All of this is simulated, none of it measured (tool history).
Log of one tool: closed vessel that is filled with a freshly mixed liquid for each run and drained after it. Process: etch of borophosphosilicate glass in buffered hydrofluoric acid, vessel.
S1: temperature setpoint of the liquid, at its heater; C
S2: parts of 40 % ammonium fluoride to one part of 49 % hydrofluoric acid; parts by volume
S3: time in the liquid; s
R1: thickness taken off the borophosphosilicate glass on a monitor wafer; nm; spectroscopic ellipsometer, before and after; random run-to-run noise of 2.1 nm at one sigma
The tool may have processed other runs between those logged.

run	hour	S1	S2	S3	R1
1	0.0	21.0	8	100	161.52
2	0.9	22.5	8	100	173.23
3	6.3	24.0	8	100	187.77
4	7.2	25.0	8	100	201.43
5	14.6	25.0	8	105	209.74
6	22.1	25.0	9	105	185.18
7	26.6	26.0	9	105	193.10
8	32.2	26.5	9	105	200.48
# hour 39.6: thermometer replaced
9	39.6	29.0	9	105	248.13
10	46.7	28.5	9	105	247.20

Expected results for the next run?
11	48.6	28.0	9	105	?

R1: 239.45 nm
